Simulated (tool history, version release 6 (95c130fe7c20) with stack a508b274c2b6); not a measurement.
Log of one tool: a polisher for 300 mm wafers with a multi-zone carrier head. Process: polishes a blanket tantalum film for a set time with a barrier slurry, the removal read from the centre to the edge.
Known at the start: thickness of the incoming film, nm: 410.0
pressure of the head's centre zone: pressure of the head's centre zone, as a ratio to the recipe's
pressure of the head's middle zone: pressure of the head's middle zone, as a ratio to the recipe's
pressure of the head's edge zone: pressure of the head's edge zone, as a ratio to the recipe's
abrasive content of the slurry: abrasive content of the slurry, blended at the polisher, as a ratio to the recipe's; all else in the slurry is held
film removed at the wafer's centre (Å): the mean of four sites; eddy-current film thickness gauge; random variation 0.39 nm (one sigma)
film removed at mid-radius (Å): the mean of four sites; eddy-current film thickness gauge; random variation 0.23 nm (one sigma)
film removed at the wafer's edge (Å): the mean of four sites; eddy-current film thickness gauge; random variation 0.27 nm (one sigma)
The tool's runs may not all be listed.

run	hour	flow of slurry (ml/min)	pressure of the head's centre zone	pressure of the head's middle zone	pressure of the head's edge zone	abrasive content of the slurry	polishing time (s)	film removed at the wafer's centre (Å)	film removed at mid-radius (Å)	film removed at the wafer's edge (Å)
1	0.0	185	1.00	1.00	1.00	1.00	34	230.72	233.61	223.85
2	9.0	185	1.00	1.00	1.08	1.00	34	234.22	233.84	228.26
3	16.9	185	0.98	0.97	1.10	1.15	36	244.83	252.70	253.00
4	18.6	185	0.91	0.97	1.10	1.15	36	229.68	247.85	252.72
5	19.7	185	0.95	0.97	1.10	1.15	36	239.05	252.17	259.32
6	22.0	195	0.99	0.95	1.12	1.25	37	263.39	262.14	269.37
7	23.6	195	0.99	0.93	1.14	1.30	39	273.20	271.60	290.78
8	31.5	200	1.00	0.92	1.15	1.35	40	291.96	280.47	305.05
9	32.4	210	1.00	0.91	1.16	1.40	41	305.97	292.57	314.94
10	40.1	205	1.00	0.90	1.17	1.40	42	307.20	295.72	324.41

Run 11 comes next. What will it give?
11	45.3	210	1.00	0.89	1.18	1.45	43	?	?	?

Run 11 gave film removed at the wafer's centre (Å) 317.88, film removed at mid-radius (Å) 305.24, film removed at the wafer's edge (Å) 335.45.

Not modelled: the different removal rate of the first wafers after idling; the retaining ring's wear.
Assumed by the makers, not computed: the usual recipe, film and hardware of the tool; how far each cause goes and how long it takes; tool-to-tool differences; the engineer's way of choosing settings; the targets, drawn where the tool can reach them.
